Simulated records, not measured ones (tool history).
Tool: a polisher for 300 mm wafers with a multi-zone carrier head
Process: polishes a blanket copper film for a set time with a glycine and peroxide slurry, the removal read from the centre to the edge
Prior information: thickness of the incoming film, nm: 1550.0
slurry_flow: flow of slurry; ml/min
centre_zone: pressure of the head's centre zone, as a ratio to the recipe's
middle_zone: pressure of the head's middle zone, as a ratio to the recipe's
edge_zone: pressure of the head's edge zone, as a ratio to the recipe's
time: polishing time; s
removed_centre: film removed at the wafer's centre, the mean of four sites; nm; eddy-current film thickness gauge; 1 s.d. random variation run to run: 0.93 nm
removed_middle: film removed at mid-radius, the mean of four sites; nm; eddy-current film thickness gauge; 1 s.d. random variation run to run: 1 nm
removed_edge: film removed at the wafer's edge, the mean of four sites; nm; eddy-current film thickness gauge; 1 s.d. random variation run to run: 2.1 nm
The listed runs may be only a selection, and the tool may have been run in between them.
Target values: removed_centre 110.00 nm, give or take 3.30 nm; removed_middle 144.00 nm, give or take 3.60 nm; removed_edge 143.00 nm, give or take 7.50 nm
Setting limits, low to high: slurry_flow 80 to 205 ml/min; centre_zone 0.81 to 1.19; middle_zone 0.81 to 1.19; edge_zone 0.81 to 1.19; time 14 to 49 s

run 1 hour=0.0 | slurry_flow=135 centre_zone=1.00 middle_zone=1.00 edge_zone=1.00 time=31 | removed_centre=118.59 removed_middle=126.85 removed_edge=128.95
run 2 hour=1.9 | slurry_flow=140 centre_zone=0.96 middle_zone=1.03 edge_zone=1.04 time=31 | removed_centre=114.60 removed_middle=129.97 removed_edge=131.51
run 3 hour=10.0 | slurry_flow=140 centre_zone=0.96 middle_zone=1.03 edge_zone=0.99 time=31 | removed_centre=114.07 removed_middle=131.16 removed_edge=132.03
run 4 hour=15.2 | slurry_flow=140 centre_zone=0.96 middle_zone=1.03 edge_zone=1.07 time=31 | removed_centre=114.47 removed_middle=128.08 removed_edge=132.95
run 5 hour=20.3 | slurry_flow=140 centre_zone=0.96 middle_zone=0.99 edge_zone=1.07 time=31 | removed_centre=113.87 removed_middle=125.59 removed_edge=136.28
run 6 hour=22.5 | slurry_flow=170 centre_zone=0.96 middle_zone=0.99 edge_zone=1.07 time=31 | removed_centre=120.38 removed_middle=130.46 removed_edge=138.56
run 7 hour=30.6 | slurry_flow=170 centre_zone=0.92 middle_zone=1.02 edge_zone=1.07 time=31 | removed_centre=113.76 removed_middle=134.41 removed_edge=140.08
run 8 hour=36.5 | slurry_flow=175 centre_zone=0.90 middle_zone=1.04 edge_zone=1.07 time=31 | removed_centre=111.43 removed_middle=135.48 removed_edge=140.06
run 9 hour=39.6 | slurry_flow=180 centre_zone=0.89 middle_zone=1.06 edge_zone=1.07 time=31 | removed_centre=112.29 removed_middle=139.92 removed_edge=138.92
run 10 hour=41.7 | slurry_flow=180 centre_zone=0.88 middle_zone=1.06 edge_zone=1.08 time=31 | removed_centre=110.54 removed_middle=140.11 removed_edge=142.36

Which of these 4 next moves meets every target?
run A hour=43.8 | slurry_flow=155 centre_zone=0.91 middle_zone=0.94 edge_zone=1.19 time=34 | removed_centre=? removed_middle=? removed_edge=?
run B hour=43.8 | slurry_flow=195 centre_zone=0.89 middle_zone=1.04 edge_zone=1.14 time=30 | removed_centre=? removed_middle=? removed_edge=?
run C hour=43.8 | slurry_flow=165 centre_zone=0.82 middle_zone=0.92 edge_zone=1.19 time=34 | removed_centre=? removed_middle=? removed_edge=?
run D hour=43.8 | slurry_flow=180 centre_zone=0.83 middle_zone=1.03 edge_zone=0.99 time=33 | removed_centre=? removed_middle=? removed_edge=?

move=A removed_centre=121.10 removed_middle=134.20 removed_edge=161.00
move=B removed_centre=109.32 removed_middle=134.19 removed_edge=142.87
move=C removed_centre=110.41 removed_middle=133.45 removed_edge=162.43
move=D removed_centre=110.44 removed_middle=144.63 removed_edge=145.34
A: its largest miss is bigger than the last run's
B: its largest miss is bigger than the last run's
C: its largest miss is bigger than the last run's
D: each result inside its tolerance
The move that meets every target is D.
